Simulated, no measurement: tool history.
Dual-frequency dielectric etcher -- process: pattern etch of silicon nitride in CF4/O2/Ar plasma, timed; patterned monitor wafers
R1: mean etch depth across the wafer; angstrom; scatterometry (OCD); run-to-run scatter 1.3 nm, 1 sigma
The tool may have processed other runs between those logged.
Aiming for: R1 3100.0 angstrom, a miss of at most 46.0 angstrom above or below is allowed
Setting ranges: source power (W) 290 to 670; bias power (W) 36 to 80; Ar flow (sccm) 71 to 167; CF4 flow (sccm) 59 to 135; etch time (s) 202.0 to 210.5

run 1 hour=0.0 | source_power_(W)=480 bias_power_(W)=58 Ar_flow_(sccm)=119 CF4_flow_(sccm)=97 etch_time_(s)=202.0 | R1=4005.1
run 2 hour=2.9 | source_power_(W)=480 bias_power_(W)=58 Ar_flow_(sccm)=119 CF4_flow_(sccm)=97 etch_time_(s)=202.0 | R1=4003.1
run 3 hour=7.4 | source_power_(W)=530 bias_power_(W)=58 Ar_flow_(sccm)=119 CF4_flow_(sccm)=97 etch_time_(s)=202.0 | R1=4371.2
run 4 hour=12.9 | source_power_(W)=530 bias_power_(W)=58 Ar_flow_(sccm)=119 CF4_flow_(sccm)=97 etch_time_(s)=202.0 | R1=4375.5
run 5 hour=16.5 | source_power_(W)=470 bias_power_(W)=58 Ar_flow_(sccm)=119 CF4_flow_(sccm)=97 etch_time_(s)=202.0 | R1=3915.0
run 6 hour=18.2 | source_power_(W)=400 bias_power_(W)=58 Ar_flow_(sccm)=119 CF4_flow_(sccm)=97 etch_time_(s)=202.0 | R1=3368.6
run 7 hour=24.2 | source_power_(W)=390 bias_power_(W)=58 Ar_flow_(sccm)=119 CF4_flow_(sccm)=97 etch_time_(s)=202.0 | R1=3311.9
run 8 hour=27.8 | source_power_(W)=380 bias_power_(W)=58 Ar_flow_(sccm)=119 CF4_flow_(sccm)=97 etch_time_(s)=202.0 | R1=3245.5
run 9 hour=31.1 | source_power_(W)=350 bias_power_(W)=58 Ar_flow_(sccm)=119 CF4_flow_(sccm)=97 etch_time_(s)=202.0 | R1=3009.0

Which of these 5 next moves meets every target?
run A hour=34.4 | source_power_(W)=330 bias_power_(W)=61 Ar_flow_(sccm)=115 CF4_flow_(sccm)=111 etch_time_(s)=209.0 | R1=?
run B hour=34.4 | source_power_(W)=380 bias_power_(W)=51 Ar_flow_(sccm)=121 CF4_flow_(sccm)=97 etch_time_(s)=202.0 | R1=?
run C hour=34.4 | source_power_(W)=350 bias_power_(W)=56 Ar_flow_(sccm)=107 CF4_flow_(sccm)=83 etch_time_(s)=206.0 | R1=?
run D hour=34.4 | source_power_(W)=360 bias_power_(W)=54 Ar_flow_(sccm)=100 CF4_flow_(sccm)=91 etch_time_(s)=202.0 | R1=?
run E hour=34.4 | source_power_(W)=330 bias_power_(W)=58 Ar_flow_(sccm)=124 CF4_flow_(sccm)=105 etch_time_(s)=208.5 | R1=?

move=A R1=3077.4
move=B R1=3015.7
move=C R1=2990.9
move=D R1=3016.4
move=E R1=2943.9
A: all results land within tolerance of their targets
B: nearer than the last run, and not there yet
C: its largest miss is bigger than the last run's
D: nearer than the last run, and not there yet
E: its largest miss is bigger than the last run's
The right move is A.

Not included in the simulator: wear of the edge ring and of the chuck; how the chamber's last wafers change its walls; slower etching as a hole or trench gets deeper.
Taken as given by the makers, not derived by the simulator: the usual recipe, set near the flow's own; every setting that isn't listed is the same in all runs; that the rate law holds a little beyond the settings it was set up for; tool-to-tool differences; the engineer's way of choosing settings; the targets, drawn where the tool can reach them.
